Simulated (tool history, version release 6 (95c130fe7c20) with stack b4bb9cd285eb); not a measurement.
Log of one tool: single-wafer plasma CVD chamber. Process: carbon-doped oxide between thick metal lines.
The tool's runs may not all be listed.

run,hour,heater temperature setpoint (K),chamber pressure (Pa),RF power (W),deposition time (s),mean film thickness on the monitor wafer (angstrom)
1,0,618.15,804,660,170,10227
2,8.9,620.15,776,655,170,10065
3,11.7,622.15,755,655,170,9964.7
4,13.5,622.15,692,655,170,9875.1
5,21.1,613.15,692,655,170,10164
6,27.9,613.15,692,655,170,10116
7,28.7,615.15,672,655,170,10030
8,29.7,617.15,656,655,170,9979.7
9,34.4,619.15,639,655,170,9881.8
# hour 35.1: capacitance manometer re-zeroed and calibrated
10,35.1,621.15,625,655,170,9856.6
11,37.8,623.15,609,650,170,9729.4
12,39.5,624.15,596,650,170,9722.3
13,48.1,625.15,583,645,170,9577.5

Run 14 comes next. What will it give?
14,49.6,626.15,575,645,170,?

{"run 14": {"mean film thickness on the monitor wafer (angstrom)": 9547.1}}
